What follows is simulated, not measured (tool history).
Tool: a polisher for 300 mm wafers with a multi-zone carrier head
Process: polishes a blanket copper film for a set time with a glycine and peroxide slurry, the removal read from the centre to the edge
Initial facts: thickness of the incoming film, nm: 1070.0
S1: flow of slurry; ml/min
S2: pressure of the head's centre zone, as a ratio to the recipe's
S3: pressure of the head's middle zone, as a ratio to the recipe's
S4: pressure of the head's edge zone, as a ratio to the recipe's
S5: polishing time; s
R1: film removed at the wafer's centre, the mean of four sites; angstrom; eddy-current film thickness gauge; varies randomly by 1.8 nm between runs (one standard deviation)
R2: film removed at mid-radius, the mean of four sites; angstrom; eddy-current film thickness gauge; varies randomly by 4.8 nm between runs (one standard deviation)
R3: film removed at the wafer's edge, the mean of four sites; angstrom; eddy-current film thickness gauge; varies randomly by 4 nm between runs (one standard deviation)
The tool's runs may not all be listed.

{"run": 1, "hour": 0.0, "S1": 280, "S2": 1, "S3": 1, "S4": 1, "S5": 49, "R1": 3202.6, "R2": 3368.1, "R3": 3365.6}
{"run": 2, "hour": 2.4, "S1": 280, "S2": 1, "S3": 1.03, "S4": 1, "S5": 49, "R1": 3186.7, "R2": 3410.2, "R3": 3358.2}
{"run": 3, "hour": 7.5, "S1": 280, "S2": 1, "S3": 1.03, "S4": 1, "S5": 38, "R1": 2493.4, "R2": 2600, "R3": 2547}
{"run": 4, "hour": 14.5, "S1": 285, "S2": 1, "S3": 1.06, "S4": 1.03, "S5": 39, "R1": 2546, "R2": 2848.3, "R3": 2659.5}
{"run": 5, "hour": 22.9, "S1": 285, "S2": 1, "S3": 1.06, "S4": 0.95, "S5": 39, "R1": 2552, "R2": 2754.6, "R3": 2544.5}
{"run": 6, "hour": 29.9, "S1": 295, "S2": 1, "S3": 1.07, "S4": 0.99, "S5": 40, "R1": 2602, "R2": 2943.1, "R3": 2685.9}
{"run": 7, "hour": 34.5, "S1": 305, "S2": 1, "S3": 1.07, "S4": 1.02, "S5": 40, "R1": 2653.1, "R2": 2949.3, "R3": 2720.9}
{"run": 8, "hour": 35.1, "S1": 305, "S2": 0.99, "S3": 1.07, "S4": 1.05, "S5": 40, "R1": 2587.7, "R2": 2879, "R3": 2709.1}
{"run": 9, "hour": 43.9, "S1": 330, "S2": 0.95, "S3": 1.13, "S4": 1.13, "S5": 45, "R1": 2868.9, "R2": 3390.2, "R3": 3276.2}

What does the tool deliver on the next run?
{"run": 10, "hour": 48.3, "S1": 320, "S2": 0.95, "S3": 1.13, "S4": 1.11, "S5": 45, "R1": "?", "R2": "?", "R3": "?"}

{"run 10": {"R1": 2852.3, "R2": 3452.8, "R3": 3140.9}}
